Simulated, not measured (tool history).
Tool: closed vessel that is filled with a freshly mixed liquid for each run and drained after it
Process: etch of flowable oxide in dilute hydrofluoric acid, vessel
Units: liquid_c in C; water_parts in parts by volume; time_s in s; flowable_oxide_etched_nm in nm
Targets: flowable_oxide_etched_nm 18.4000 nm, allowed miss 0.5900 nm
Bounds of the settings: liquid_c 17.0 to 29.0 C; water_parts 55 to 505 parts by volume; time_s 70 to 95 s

Run 1, hour 0.0: liquid_c 21.0 C, water_parts 280 parts by volume, time_s 95 s. Result: flowable_oxide_etched_nm 10.2110 nm.
Run 2, hour 4.7: liquid_c 22.5 C, water_parts 265 parts by volume, time_s 95 s. Result: flowable_oxide_etched_nm 11.4940 nm.
Run 3, hour 11.8: liquid_c 24.0 C, water_parts 265 parts by volume, time_s 95 s. Result: flowable_oxide_etched_nm 12.1340 nm.
Run 4, hour 14.2: liquid_c 24.0 C, water_parts 265 parts by volume, time_s 95 s. Result: flowable_oxide_etched_nm 12.3430 nm.
Run 5, hour 21.0: liquid_c 25.0 C, water_parts 255 parts by volume, time_s 95 s. Result: flowable_oxide_etched_nm 13.1160 nm.
Run 6, hour 26.6: liquid_c 25.0 C, water_parts 330 parts by volume, time_s 95 s. Result: flowable_oxide_etched_nm 9.6147 nm.
Run 7, hour 35.6: liquid_c 25.0 C, water_parts 330 parts by volume, time_s 95 s. Result: flowable_oxide_etched_nm 9.4858 nm.
Run 8, hour 42.3: liquid_c 25.5 C, water_parts 305 parts by volume, time_s 95 s. Result: flowable_oxide_etched_nm 10.7400 nm.
Run 9, hour 46.7: liquid_c 26.0 C, water_parts 285 parts by volume, time_s 95 s. Result: flowable_oxide_etched_nm 11.8480 nm.
Run 10, hour 49.6: liquid_c 26.5 C, water_parts 270 parts by volume, time_s 95 s. Result: flowable_oxide_etched_nm 13.0260 nm.
Run 11, hour 51.2: liquid_c 27.0 C, water_parts 255 parts by volume, time_s 95 s. Result: flowable_oxide_etched_nm 13.9970 nm.
Run 12, hour 59.1: liquid_c 27.5 C, water_parts 245 parts by volume, time_s 95 s. Result: flowable_oxide_etched_nm 15.1190 nm.
Run 13, hour 64.0: liquid_c 28.0 C, water_parts 240 parts by volume, time_s 95 s. Result: flowable_oxide_etched_nm 15.7500 nm.
Run 14, hour 72.3: liquid_c 28.0 C, water_parts 235 parts by volume, time_s 95 s. Result: flowable_oxide_etched_nm 16.1910 nm.
Run 15, hour 75.2: liquid_c 28.0 C, water_parts 230 parts by volume, time_s 95 s. Result: flowable_oxide_etched_nm 16.8080 nm.
Run 16, hour 77.9: liquid_c 28.5 C, water_parts 225 parts by volume, time_s 95 s. Result: flowable_oxide_etched_nm 17.5640 nm.

Which of these 5 next moves meets every target?
Run A, hour 80.6: liquid_c 29.0 C, water_parts 180 parts by volume, time_s 70 s. Result: flowable_oxide_etched_nm ?.
Run B, hour 80.6: liquid_c 28.0 C, water_parts 225 parts by volume, time_s 95 s. Result: flowable_oxide_etched_nm ?.
Run C, hour 80.6: liquid_c 28.0 C, water_parts 200 parts by volume, time_s 95 s. Result: flowable_oxide_etched_nm ?.
Run D, hour 80.6: liquid_c 28.0 C, water_parts 215 parts by volume, time_s 95 s. Result: flowable_oxide_etched_nm ?.
Run E, hour 80.6: liquid_c 29.0 C, water_parts 235 parts by volume, time_s 95 s. Result: flowable_oxide_etched_nm ?.

move  flowable_oxide_etched_nm
   A                   17.5700
   B                   17.4620
   C                   20.2220
   D                   18.4850
   E                   17.1070
A: as far off as the last run
B: further off than the last run
C: takes the result that was furthest off past its target
D: meets every target
E: further off than the last run
The right move is D.
